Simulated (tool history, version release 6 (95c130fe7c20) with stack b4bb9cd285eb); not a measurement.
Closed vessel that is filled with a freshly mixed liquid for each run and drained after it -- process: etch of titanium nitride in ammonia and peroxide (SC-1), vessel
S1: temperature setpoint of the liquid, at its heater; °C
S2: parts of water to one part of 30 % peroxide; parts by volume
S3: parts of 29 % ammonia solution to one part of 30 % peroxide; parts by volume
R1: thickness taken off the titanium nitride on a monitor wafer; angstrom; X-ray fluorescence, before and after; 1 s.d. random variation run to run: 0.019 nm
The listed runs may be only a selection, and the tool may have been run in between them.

{"run": 1, "hour": 0.0, "S1": 57, "S2": 10.5, "S3": 0.6, "time in the liquid (s)": 215, "R1": 163.63}
{"run": 2, "hour": 5.7, "S1": 57, "S2": 10.5, "S3": 0.4, "time in the liquid (s)": 215, "R1": 152.14}
{"run": 3, "hour": 10.9, "S1": 54, "S2": 10.5, "S3": 0.4, "time in the liquid (s)": 215, "R1": 124.41}
{"run": 4, "hour": 19.4, "S1": 54, "S2": 7, "S3": 0.4, "time in the liquid (s)": 215, "R1": 154}
{"run": 5, "hour": 25.1, "S1": 54, "S2": 7, "S3": 0.4, "time in the liquid (s)": 160, "R1": 113.71}
{"run": 6, "hour": 28.2, "S1": 54, "S2": 7, "S3": 0.4, "time in the liquid (s)": 160, "R1": 114.22}
{"run": 7, "hour": 36.3, "S1": 52, "S2": 7, "S3": 0.4, "time in the liquid (s)": 160, "R1": 99.835}
{"run": 8, "hour": 45.2, "S1": 50.5, "S2": 7, "S3": 0.4, "time in the liquid (s)": 160, "R1": 89.748}
{"run": 9, "hour": 47.4, "S1": 49.5, "S2": 7, "S3": 0.4, "time in the liquid (s)": 160, "R1": 84.073}
{"run": 10, "hour": 49.2, "S1": 48.5, "S2": 7, "S3": 0.4, "time in the liquid (s)": 160, "R1": 78.051}
{"run": 11, "hour": 57.5, "S1": 48, "S2": 7, "S3": 0.4, "time in the liquid (s)": 160, "R1": 75.328}
{"run": 12, "hour": 63.9, "S1": 47.5, "S2": 7, "S3": 0.4, "time in the liquid (s)": 160, "R1": 72.577}
{"run": 13, "hour": 70.2, "S1": 47, "S2": 7, "S3": 0.4, "time in the liquid (s)": 160, "R1": 70.737}

Expected results for the next run?
{"run": 14, "hour": 78.1, "S1": 46.5, "S2": 7, "S3": 0.4, "time in the liquid (s)": 160, "R1": "?"}

R1: 67.687 angstrom
